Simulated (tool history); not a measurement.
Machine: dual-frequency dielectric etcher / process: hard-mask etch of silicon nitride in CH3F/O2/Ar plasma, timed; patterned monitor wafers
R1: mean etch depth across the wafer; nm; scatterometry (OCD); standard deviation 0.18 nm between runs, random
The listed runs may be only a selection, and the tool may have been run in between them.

{"run": 1, "hour": 0.0, "source power (W)": 420, "bias power (W)": 90, "etch time (s)": 95.0, "R1": 69.903}
{"run": 2, "hour": 3.0, "source power (W)": 420, "bias power (W)": 90, "etch time (s)": 86.5, "R1": 63.827}
{"run": 3, "hour": 8.9, "source power (W)": 420, "bias power (W)": 97, "etch time (s)": 86.5, "R1": 64.863}
{"run": 4, "hour": 16.7, "source power (W)": 400, "bias power (W)": 96, "etch time (s)": 86.5, "R1": 63.229}
{"run": 5, "hour": 25.5, "source power (W)": 450, "bias power (W)": 96, "etch time (s)": 86.5, "R1": 67.222}
{"run": 6, "hour": 30.9, "source power (W)": 450, "bias power (W)": 96, "etch time (s)": 86.5, "R1": 67.143}
{"run": 7, "hour": 32.9, "source power (W)": 430, "bias power (W)": 95, "etch time (s)": 86.5, "R1": 65.161}
{"run": 8, "hour": 33.8, "source power (W)": 410, "bias power (W)": 94, "etch time (s)": 86.5, "R1": 63.806}

Expected results for the next run?
{"run": 9, "hour": 42.6, "source power (W)": 400, "bias power (W)": 93, "etch time (s)": 86.5, "R1": "?"}

{"run 9": {"R1": 62.661}}
